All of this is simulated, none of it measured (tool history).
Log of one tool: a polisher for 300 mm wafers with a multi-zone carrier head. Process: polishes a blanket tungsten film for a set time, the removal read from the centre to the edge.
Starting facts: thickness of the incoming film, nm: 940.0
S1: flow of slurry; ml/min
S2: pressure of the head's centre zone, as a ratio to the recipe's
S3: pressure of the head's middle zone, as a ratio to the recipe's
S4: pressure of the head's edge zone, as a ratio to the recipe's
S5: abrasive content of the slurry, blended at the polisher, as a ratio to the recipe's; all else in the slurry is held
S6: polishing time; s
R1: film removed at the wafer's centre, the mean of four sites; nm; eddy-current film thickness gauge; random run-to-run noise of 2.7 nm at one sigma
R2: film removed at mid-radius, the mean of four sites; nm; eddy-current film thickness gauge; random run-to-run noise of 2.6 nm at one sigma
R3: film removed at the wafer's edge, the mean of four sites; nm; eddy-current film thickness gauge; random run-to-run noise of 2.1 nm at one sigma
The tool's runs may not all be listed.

{"run": 1, "hour": 0.0, "S1": 290, "S2": 1.0, "S3": 1.0, "S4": 1.0, "S5": 1.0, "S6": 45, "R1": 191.72, "R2": 191.32, "R3": 193.11}
{"run": 2, "hour": 6.6, "S1": 290, "S2": 1.01, "S3": 0.99, "S4": 1.03, "S5": 1.1, "S6": 46, "R1": 204.64, "R2": 200.24, "R3": 205.27}
{"run": 3, "hour": 14.2, "S1": 290, "S2": 1.01, "S3": 0.97, "S4": 1.06, "S5": 1.15, "S6": 47, "R1": 210.01, "R2": 204.91, "R3": 216.9}
{"run": 4, "hour": 16.3, "S1": 290, "S2": 1.01, "S3": 0.97, "S4": 1.02, "S5": 1.15, "S6": 47, "R1": 206.37, "R2": 203.03, "R3": 214.33}
{"run": 5, "hour": 22.7, "S1": 290, "S2": 1.01, "S3": 0.97, "S4": 1.02, "S5": 1.25, "S6": 47, "R1": 219.7, "R2": 208.23, "R3": 218.61}
{"run": 6, "hour": 26.4, "S1": 290, "S2": 1.01, "S3": 0.97, "S4": 1.02, "S5": 1.25, "S6": 53, "R1": 243.64, "R2": 232.87, "R3": 245.35}
{"run": 7, "hour": 31.8, "S1": 290, "S2": 1.01, "S3": 0.95, "S4": 1.03, "S5": 1.25, "S6": 53, "R1": 244.75, "R2": 233.6, "R3": 248.62}
{"run": 8, "hour": 38.0, "S1": 290, "S2": 1.01, "S3": 0.93, "S4": 1.04, "S5": 1.25, "S6": 53, "R1": 246.22, "R2": 225.84, "R3": 244.78}

Run 9 is up next; what results do you expect?
{"run": 9, "hour": 45.9, "S1": 290, "S2": 1.01, "S3": 0.93, "S4": 1.04, "S5": 1.25, "S6": 53, "R1": "?", "R2": "?", "R3": "?"}

{"run 9": {"R1": 245.76, "R2": 228.22, "R3": 247.52}}
